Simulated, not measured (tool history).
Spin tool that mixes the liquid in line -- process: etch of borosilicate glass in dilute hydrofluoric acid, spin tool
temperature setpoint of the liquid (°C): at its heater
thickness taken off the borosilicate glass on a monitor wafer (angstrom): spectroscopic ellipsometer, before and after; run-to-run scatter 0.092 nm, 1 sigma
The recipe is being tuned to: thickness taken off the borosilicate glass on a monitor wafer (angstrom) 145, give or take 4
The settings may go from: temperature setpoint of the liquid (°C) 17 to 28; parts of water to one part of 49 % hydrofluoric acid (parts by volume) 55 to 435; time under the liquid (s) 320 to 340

run  hour  temperature setpoint of the liquid (°C)  parts of water to one part of 49 % hydrofluoric acid (parts by volume)  time under the liquid (s)  thickness taken off the borosilicate glass on a monitor wafer (angstrom)
  1     0                                       20                                                                     245                        320                                                                    205.24
  2   3.4                                     19.5                                                                     255                        320                                                                    193.33
  3  10.6                                     19.5                                                                     255                        340                                                                    205.68
  4  18.5                                       19                                                                     265                        340                                                                    190.02
  5    27                                       19                                                                     225                        340                                                                    236.12
  6  33.9                                       19                                                                     290                        340                                                                    170.09
  7  42.9                                     18.5                                                                     295                        340                                                                     162.9
  8  47.4                                       18                                                                     295                        340                                                                    160.56
  9  49.1                                       18                                                                     300                        340                                                                    156.15
 10  57.6                                     17.5                                                                     305                        340                                                                    150.96

Exactly one of the 4 candidate moves below puts every result within its allowed miss. Which one?
  A  66.1                                       20                                                                     325                        340                                                                         ?
  B  66.1                                       17                                                                     280                        320                                                                         ?
  C  66.1                                       17                                                                     290                        335                                                                         ?
  D  66.1                                     23.5                                                                     360                        325                                                                         ?

move  thickness taken off the borosilicate glass on a monitor wafer (angstrom)
   A                                                                    152.08
   B                                                                    154.49
   C                                                                    154.84
   D                                                                    143.71
A: its largest miss is bigger than the last run's
B: its largest miss is bigger than the last run's
C: its largest miss is bigger than the last run's
D: each result inside its tolerance
So the answer is move D, the one that meets all the targets.
